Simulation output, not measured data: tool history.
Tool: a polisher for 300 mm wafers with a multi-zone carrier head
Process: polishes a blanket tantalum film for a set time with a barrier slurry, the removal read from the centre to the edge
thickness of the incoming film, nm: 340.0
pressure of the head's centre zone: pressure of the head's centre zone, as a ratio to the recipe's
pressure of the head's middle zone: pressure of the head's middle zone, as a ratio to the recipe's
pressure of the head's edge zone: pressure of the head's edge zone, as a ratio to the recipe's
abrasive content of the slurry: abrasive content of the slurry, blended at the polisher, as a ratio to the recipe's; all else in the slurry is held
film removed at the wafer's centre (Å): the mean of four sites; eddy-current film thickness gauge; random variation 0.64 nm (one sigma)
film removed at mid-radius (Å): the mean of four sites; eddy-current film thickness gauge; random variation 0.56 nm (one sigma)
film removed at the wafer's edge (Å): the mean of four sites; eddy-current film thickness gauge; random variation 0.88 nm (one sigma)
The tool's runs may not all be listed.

run  hour  flow of slurry (ml/min)  pressure of the head's centre zone  pressure of the head's middle zone  pressure of the head's edge zone  abrasive content of the slurry  polishing time (s)  film removed at the wafer's centre (Å)  film removed at mid-radius (Å)  film removed at the wafer's edge (Å)
  1   0.0                      220                                1.00                                1.00                              1.00                            1.00                  38                                  544.32                          543.68                                525.52
  2   5.0                      220                                1.00                                1.00                              1.00                            1.20                  38                                  551.62                          542.64                                537.66
  3   8.5                      220                                1.00                                1.00                              1.00                            1.35                  38                                  576.54                          565.97                                563.23
  4  12.0                      220                                1.00                                1.00                              1.00                            1.35                  32                                  480.43                          467.62                                458.98
  5  18.6                      220                                1.00                                1.00                              1.00                            1.45                  32                                  487.44                          478.56                                460.52
  6  26.5                      220                                1.00                                1.08                              1.00                            1.45                  32                                  487.29                          516.21                                460.60
  7  34.2                      235                                1.06                                1.03                              1.06                            1.45                  36                                  589.00                          556.30                                559.49
  8  40.3                      235                                1.06                                1.03                              1.06                            1.45                  36                                  581.14                          550.95                                551.01

The next listed run, before its measurement:
  9  48.8                      250                                1.10                                1.00                              1.07                            1.45                  38                                       ?                               ?                                     ?

Run 9 gave film removed at the wafer's centre (Å) 648.58, film removed at mid-radius (Å) 580.05, film removed at the wafer's edge (Å) 581.20.
